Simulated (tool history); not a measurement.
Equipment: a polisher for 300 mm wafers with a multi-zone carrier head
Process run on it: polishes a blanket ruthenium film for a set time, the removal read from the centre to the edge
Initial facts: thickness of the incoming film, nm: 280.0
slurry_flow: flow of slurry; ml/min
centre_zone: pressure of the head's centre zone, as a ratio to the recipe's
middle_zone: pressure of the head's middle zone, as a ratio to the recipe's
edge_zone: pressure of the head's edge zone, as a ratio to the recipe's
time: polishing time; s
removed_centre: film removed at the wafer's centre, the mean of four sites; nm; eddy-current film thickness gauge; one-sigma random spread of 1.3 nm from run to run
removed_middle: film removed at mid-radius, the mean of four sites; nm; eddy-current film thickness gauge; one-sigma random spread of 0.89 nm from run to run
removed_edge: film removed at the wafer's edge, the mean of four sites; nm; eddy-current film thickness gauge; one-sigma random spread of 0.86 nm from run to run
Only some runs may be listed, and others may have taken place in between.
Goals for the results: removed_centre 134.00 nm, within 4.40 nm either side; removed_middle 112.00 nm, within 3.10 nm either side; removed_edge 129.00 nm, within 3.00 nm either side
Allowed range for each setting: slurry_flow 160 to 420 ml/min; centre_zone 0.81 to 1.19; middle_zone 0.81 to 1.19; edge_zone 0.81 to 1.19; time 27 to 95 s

{"run": 1, "hour": 0.0, "slurry_flow": 270, "centre_zone": 1.0, "middle_zone": 1.0, "edge_zone": 1.0, "time": 61, "removed_centre": 106.14, "removed_middle": 106.62, "removed_edge": 109.05}
{"run": 2, "hour": 2.8, "slurry_flow": 270, "centre_zone": 1.0, "middle_zone": 0.96, "edge_zone": 1.0, "time": 61, "removed_centre": 104.37, "removed_middle": 103.24, "removed_edge": 108.46}
{"run": 3, "hour": 9.6, "slurry_flow": 270, "centre_zone": 1.0, "middle_zone": 0.96, "edge_zone": 1.0, "time": 74, "removed_centre": 130.22, "removed_middle": 123.87, "removed_edge": 130.43}
{"run": 4, "hour": 17.3, "slurry_flow": 260, "centre_zone": 1.01, "middle_zone": 0.93, "edge_zone": 1.0, "time": 74, "removed_centre": 126.26, "removed_middle": 120.11, "removed_edge": 130.7}
{"run": 5, "hour": 22.7, "slurry_flow": 260, "centre_zone": 1.01, "middle_zone": 0.93, "edge_zone": 1.0, "time": 87, "removed_centre": 149.33, "removed_middle": 141.72, "removed_edge": 154.84}
{"run": 6, "hour": 26.6, "slurry_flow": 250, "centre_zone": 1.03, "middle_zone": 0.9, "edge_zone": 0.97, "time": 85, "removed_centre": 147.03, "removed_middle": 133.37, "removed_edge": 149.23}
{"run": 7, "hour": 32.3, "slurry_flow": 245, "centre_zone": 1.04, "middle_zone": 0.88, "edge_zone": 0.94, "time": 83, "removed_centre": 144.65, "removed_middle": 127.65, "removed_edge": 143.13}
{"run": 8, "hour": 39.3, "slurry_flow": 235, "centre_zone": 1.04, "middle_zone": 0.86, "edge_zone": 0.91, "time": 82, "removed_centre": 141.16, "removed_middle": 123.86, "removed_edge": 137.85}
{"run": 9, "hour": 43.0, "slurry_flow": 225, "centre_zone": 1.05, "middle_zone": 0.85, "edge_zone": 0.9, "time": 81, "removed_centre": 142.02, "removed_middle": 121.19, "removed_edge": 134.75}
{"run": 10, "hour": 49.9, "slurry_flow": 220, "centre_zone": 1.05, "middle_zone": 0.84, "edge_zone": 0.9, "time": 80, "removed_centre": 137.65, "removed_middle": 117.71, "removed_edge": 131.06}
{"run": 11, "hour": 56.1, "slurry_flow": 215, "centre_zone": 1.05, "middle_zone": 0.83, "edge_zone": 0.91, "time": 80, "removed_centre": 141.08, "removed_middle": 114.99, "removed_edge": 134.33}
{"run": 12, "hour": 64.8, "slurry_flow": 210, "centre_zone": 1.04, "middle_zone": 0.83, "edge_zone": 0.9, "time": 80, "removed_centre": 136.1, "removed_middle": 115.42, "removed_edge": 131.85}

Of the 5 settings listed for the next run, only one would bring every result within its allowed miss of target. Which one?
{"run": "A", "hour": 73.5, "slurry_flow": 200, "centre_zone": 0.99, "middle_zone": 0.87, "edge_zone": 0.91, "time": 81, "removed_centre": "?", "removed_middle": "?", "removed_edge": "?"}
{"run": "B", "hour": 73.5, "slurry_flow": 245, "centre_zone": 1.07, "middle_zone": 0.85, "edge_zone": 0.96, "time": 75, "removed_centre": "?", "removed_middle": "?", "removed_edge": "?"}
{"run": "C", "hour": 73.5, "slurry_flow": 295, "centre_zone": 1.1, "middle_zone": 0.87, "edge_zone": 0.84, "time": 76, "removed_centre": "?", "removed_middle": "?", "removed_edge": "?"}
{"run": "D", "hour": 73.5, "slurry_flow": 240, "centre_zone": 1.14, "middle_zone": 0.85, "edge_zone": 0.92, "time": 78, "removed_centre": "?", "removed_middle": "?", "removed_edge": "?"}
{"run": "E", "hour": 73.5, "slurry_flow": 230, "centre_zone": 0.96, "middle_zone": 0.84, "edge_zone": 0.95, "time": 76, "removed_centre": "?", "removed_middle": "?", "removed_edge": "?"}

move=A removed_centre=133.66 removed_middle=121.61 removed_edge=134.49
move=B removed_centre=133.68 removed_middle=113.31 removed_edge=130.20
move=C removed_centre=140.94 removed_middle=119.37 removed_edge=125.93
move=D removed_centre=144.41 removed_middle=117.54 removed_edge=132.50
move=E removed_centre=125.58 removed_middle=112.90 removed_edge=130.56
A: its largest miss is bigger than the last run's
B: all results in spec
C: its largest miss is bigger than the last run's
D: its largest miss is bigger than the last run's
E: the furthest-off result lands on target, but another misses its tolerance
Answer: B
